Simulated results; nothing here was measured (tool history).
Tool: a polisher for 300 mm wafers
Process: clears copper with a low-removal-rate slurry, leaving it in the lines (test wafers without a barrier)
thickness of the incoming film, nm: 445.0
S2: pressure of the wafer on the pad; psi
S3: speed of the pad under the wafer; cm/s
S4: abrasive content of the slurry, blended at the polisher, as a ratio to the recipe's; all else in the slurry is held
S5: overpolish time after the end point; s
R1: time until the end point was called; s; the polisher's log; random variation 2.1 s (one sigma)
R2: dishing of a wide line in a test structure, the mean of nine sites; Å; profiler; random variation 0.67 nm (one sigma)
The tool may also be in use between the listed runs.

run 1 day=0 | flow_of_slurry_(ml/min)=250 S2=4 S3=100 S4=1 S5=24 | R1=95.022 R2=431.49
run 2 day=0.283 | flow_of_slurry_(ml/min)=250 S2=3.5 S3=98 S4=1 S5=26 | R1=105.55 R2=417.03
run 3 day=0.629 | flow_of_slurry_(ml/min)=250 S2=3.5 S3=110 S4=1 S5=26 | R1=94.888 R2=424.46
run 4 day=0.654 | flow_of_slurry_(ml/min)=250 S2=3.5 S3=110 S4=1 S5=19 | R1=96.492 R2=395.44
run 5 day=0.933 | flow_of_slurry_(ml/min)=250 S2=3.1 S3=102 S4=1 S5=23 | R1=108.39 R2=388.02
run 6 day=0.967 | flow_of_slurry_(ml/min)=250 S2=2.8 S3=94 S4=1 S5=27 | R1=127.75 R2=391.33
run 7 day=1.275 | flow_of_slurry_(ml/min)=250 S2=2.6 S3=90 S4=1 S5=29 | R1=138.08 R2=377.73
run 8 day=1.596 | flow_of_slurry_(ml/min)=250 S2=2.4 S3=86 S4=1 S5=32 | R1=151.05 R2=392.11
run 9 day=1.904 | flow_of_slurry_(ml/min)=250 S2=2.3 S3=84 S4=1 S5=33 | R1=158.92 R2=383.06

The next listed run, before its measurement:
run 10 day=2.054 | flow_of_slurry_(ml/min)=250 S2=2.2 S3=82 S4=1 S5=34 | R1=? R2=?

R1: 169.11 s
R2: 373.35 Å

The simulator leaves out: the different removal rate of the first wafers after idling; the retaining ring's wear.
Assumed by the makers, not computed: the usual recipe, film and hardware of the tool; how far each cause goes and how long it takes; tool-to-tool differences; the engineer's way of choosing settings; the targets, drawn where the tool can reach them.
